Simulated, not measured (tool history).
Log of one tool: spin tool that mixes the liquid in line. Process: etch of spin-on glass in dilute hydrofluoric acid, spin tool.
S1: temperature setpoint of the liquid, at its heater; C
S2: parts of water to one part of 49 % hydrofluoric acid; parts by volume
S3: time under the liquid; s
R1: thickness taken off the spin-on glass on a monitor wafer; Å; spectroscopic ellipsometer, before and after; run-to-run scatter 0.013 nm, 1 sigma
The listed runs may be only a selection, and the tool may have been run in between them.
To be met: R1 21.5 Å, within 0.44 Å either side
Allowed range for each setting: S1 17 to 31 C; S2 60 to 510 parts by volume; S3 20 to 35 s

{"run": 1, "hour": 0.0, "S1": 23, "S2": 285, "S3": 35, "R1": 28.269}
{"run": 2, "hour": 1.0, "S1": 21.5, "S2": 290, "S3": 35, "R1": 26.102}
{"run": 3, "hour": 8.4, "S1": 21.5, "S2": 290, "S3": 35, "R1": 26.035}
{"run": 4, "hour": 9.5, "S1": 21.5, "S2": 195, "S3": 35, "R1": 41.683}
{"run": 5, "hour": 11.7, "S1": 21.5, "S2": 195, "S3": 35, "R1": 42.125}
{"hour": 13.1, "done": "thermometer replaced"}
{"run": 6, "hour": 13.1, "S1": 21.5, "S2": 155, "S3": 35, "R1": 59.56}
{"run": 7, "hour": 16.8, "S1": 17.5, "S2": 265, "S3": 35, "R1": 26.433}
{"run": 8, "hour": 20.0, "S1": 17.5, "S2": 275, "S3": 35, "R1": 25.39}
{"run": 9, "hour": 23.6, "S1": 17.5, "S2": 275, "S3": 35, "R1": 25.416}
{"run": 10, "hour": 28.6, "S1": 17.5, "S2": 280, "S3": 35, "R1": 24.696}
{"run": 11, "hour": 34.6, "S1": 17.5, "S2": 285, "S3": 35, "R1": 24.574}
{"run": 12, "hour": 40.9, "S1": 17.5, "S2": 290, "S3": 35, "R1": 23.622}
{"run": 13, "hour": 41.9, "S1": 17.5, "S2": 295, "S3": 35, "R1": 23.316}
{"run": 14, "hour": 46.9, "S1": 17.5, "S2": 300, "S3": 35, "R1": 22.962}
{"run": 15, "hour": 49.9, "S1": 17.5, "S2": 305, "S3": 35, "R1": 22.168}

Next run, 5 choices. One meets every target within its allowed miss, the rest don't. Which?
{"run": "A", "hour": 52.9, "S1": 17.5, "S2": 330, "S3": 35, "R1": "?"}
{"run": "B", "hour": 52.9, "S1": 18, "S2": 305, "S3": 35, "R1": "?"}
{"run": "C", "hour": 52.9, "S1": 17.5, "S2": 315, "S3": 35, "R1": "?"}
{"run": "D", "hour": 52.9, "S1": 17, "S2": 185, "S3": 20, "R1": "?"}
{"run": "E", "hour": 52.9, "S1": 17, "S2": 295, "S3": 35, "R1": "?"}

move=A R1=20.352
move=B R1=22.909
move=C R1=21.588
move=D R1=23.095
move=E R1=23.004
A: carries the result that was furthest off beyond its target, to the other side
B: misses by more than the last run did
C: all results in spec
D: misses by more than the last run did
E: misses by more than the last run did
Go with C: it meets all targets.
